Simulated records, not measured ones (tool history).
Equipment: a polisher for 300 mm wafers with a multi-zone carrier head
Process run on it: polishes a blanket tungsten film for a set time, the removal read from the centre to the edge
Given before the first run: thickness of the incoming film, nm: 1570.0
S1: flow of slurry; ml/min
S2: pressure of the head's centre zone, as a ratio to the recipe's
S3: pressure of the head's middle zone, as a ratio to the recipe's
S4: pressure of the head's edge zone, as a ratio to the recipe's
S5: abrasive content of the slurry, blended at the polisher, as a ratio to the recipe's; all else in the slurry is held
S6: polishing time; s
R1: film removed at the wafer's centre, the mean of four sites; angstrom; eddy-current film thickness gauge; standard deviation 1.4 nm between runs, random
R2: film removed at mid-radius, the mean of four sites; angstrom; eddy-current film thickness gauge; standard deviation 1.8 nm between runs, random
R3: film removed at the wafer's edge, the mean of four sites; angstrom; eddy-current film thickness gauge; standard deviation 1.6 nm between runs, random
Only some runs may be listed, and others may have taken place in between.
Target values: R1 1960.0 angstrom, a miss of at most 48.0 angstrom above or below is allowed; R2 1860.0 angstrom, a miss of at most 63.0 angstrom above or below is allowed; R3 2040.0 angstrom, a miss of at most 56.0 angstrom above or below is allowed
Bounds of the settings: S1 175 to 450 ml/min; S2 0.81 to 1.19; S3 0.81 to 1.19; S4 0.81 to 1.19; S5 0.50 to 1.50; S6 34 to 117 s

Run 1, day 0.000: S1 290 ml/min, S2 1.00, S3 1.00, S4 1.00, S5 1.00, S6 75 s. Result: R1 2393.1 angstrom, R2 2357.3 angstrom, R3 2390.9 angstrom.
Run 2, day 0.254: S1 285 ml/min, S2 0.99, S3 0.98, S4 0.98, S5 0.95, S6 75 s. Result: R1 2319.8 angstrom, R2 2289.1 angstrom, R3 2330.8 angstrom.
Run 3, day 0.483: S1 330 ml/min, S2 0.99, S3 0.98, S4 0.98, S5 0.95, S6 75 s. Result: R1 2369.2 angstrom, R2 2344.1 angstrom, R3 2365.0 angstrom.
Run 4, day 0.767: S1 295 ml/min, S2 0.99, S3 0.98, S4 0.98, S5 0.95, S6 75 s. Result: R1 2296.8 angstrom, R2 2293.3 angstrom, R3 2356.0 angstrom.
Run 5, day 1.071: S1 295 ml/min, S2 1.07, S3 0.98, S4 0.98, S5 0.95, S6 75 s. Result: R1 2444.8 angstrom, R2 2265.6 angstrom, R3 2302.8 angstrom.
Run 6, day 1.308: S1 295 ml/min, S2 1.07, S3 0.98, S4 0.98, S5 0.95, S6 61 s. Result: R1 2003.0 angstrom, R2 1836.6 angstrom, R3 1921.1 angstrom.
Run 7, day 1.354: S1 295 ml/min, S2 1.06, S3 0.98, S4 0.99, S5 0.95, S6 61 s. Result: R1 1995.3 angstrom, R2 1869.5 angstrom, R3 1923.8 angstrom.
Run 8, day 1.442: S1 295 ml/min, S2 1.05, S3 0.98, S4 1.00, S5 0.95, S6 61 s. Result: R1 1944.5 angstrom, R2 1840.4 angstrom, R3 1896.0 angstrom.
Run 9, day 1.696: S1 295 ml/min, S2 1.05, S3 0.98, S4 1.00, S5 0.95, S6 61 s. Result: R1 1977.8 angstrom, R2 1828.9 angstrom, R3 1945.2 angstrom.
Run 10, day 1.983: S1 295 ml/min, S2 1.05, S3 0.98, S4 1.01, S5 0.95, S6 61 s. Result: R1 1950.7 angstrom, R2 1829.2 angstrom, R3 1941.8 angstrom.

Below are 4 possible settings for the next run. Only one of them brings all results inside the allowed miss of their targets. Which is it?
Run A, day 2.271: S1 295 ml/min, S2 1.09, S3 1.03, S4 0.97, S5 0.95, S6 58 s. Result: R1 ?, R2 ?, R3 ?.
Run B, day 2.271: S1 240 ml/min, S2 1.07, S3 1.01, S4 0.93, S5 1.00, S6 60 s. Result: R1 ?, R2 ?, R3 ?.
Run C, day 2.271: S1 245 ml/min, S2 1.03, S3 1.02, S4 1.04, S5 1.00, S6 59 s. Result: R1 ?, R2 ?, R3 ?.
Run D, day 2.271: S1 270 ml/min, S2 1.02, S3 0.97, S4 1.09, S5 0.95, S6 63 s. Result: R1 ?, R2 ?, R3 ?.

move      R1      R2      R3
   A  1935.0  1845.2  1793.8
   B  1958.0  1867.1  1820.2
   C  1877.8  1856.2  1891.1
   D  1979.4  1887.1  2048.7
A: the biggest miss grows against the last run
B: the biggest miss grows against the last run
C: the biggest miss grows against the last run
D: every result lands within tolerance
Correct choice: D, which meets every target
